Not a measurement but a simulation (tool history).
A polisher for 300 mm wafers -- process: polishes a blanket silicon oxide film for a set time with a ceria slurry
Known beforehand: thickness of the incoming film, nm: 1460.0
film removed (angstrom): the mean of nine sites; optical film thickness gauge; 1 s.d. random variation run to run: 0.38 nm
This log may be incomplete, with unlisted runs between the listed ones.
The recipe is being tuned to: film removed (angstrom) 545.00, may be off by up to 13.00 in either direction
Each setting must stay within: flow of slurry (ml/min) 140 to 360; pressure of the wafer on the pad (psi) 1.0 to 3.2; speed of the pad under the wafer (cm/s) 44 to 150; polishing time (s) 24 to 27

run,day,flow of slurry (ml/min),pressure of the wafer on the pad (psi),speed of the pad under the wafer (cm/s),polishing time (s),film removed (angstrom)
1,0.000,230,2.1,96,27,805.05
2,0.133,225,1.8,96,27,723.96
3,0.483,225,1.8,96,24,642.21
4,0.646,220,1.7,96,24,610.35
5,0.825,210,1.6,96,24,585.98
6,0.921,210,1.6,78,24,478.80
7,0.992,225,1.7,78,24,502.83
8,1.354,230,1.8,78,24,524.04
# day 1.521: worn pad replaced by a new one
9,1.521,230,1.9,78,24,598.04
10,1.642,220,1.9,78,24,602.38
11,1.929,240,1.9,78,24,597.13
12,2.288,220,1.9,78,24,594.90
13,2.396,240,1.9,78,24,600.78

4 next moves are on the table. One of them brings every result within its allowed miss. Which?
A,2.504,275,2.2,68,27,?
B,2.504,275,1.2,90,26,?
C,2.504,295,2.0,68,25,?
D,2.504,275,1.8,78,24,?

move,film removed (angstrom)
A,672.17
B,545.35
C,581.15
D,584.37
A: misses by more than the last run did
B: all results in spec
C: better than the last run, though not everything is in spec
D: better than the last run, though not everything is in spec
So the answer is move B, the one that meets all the targets.

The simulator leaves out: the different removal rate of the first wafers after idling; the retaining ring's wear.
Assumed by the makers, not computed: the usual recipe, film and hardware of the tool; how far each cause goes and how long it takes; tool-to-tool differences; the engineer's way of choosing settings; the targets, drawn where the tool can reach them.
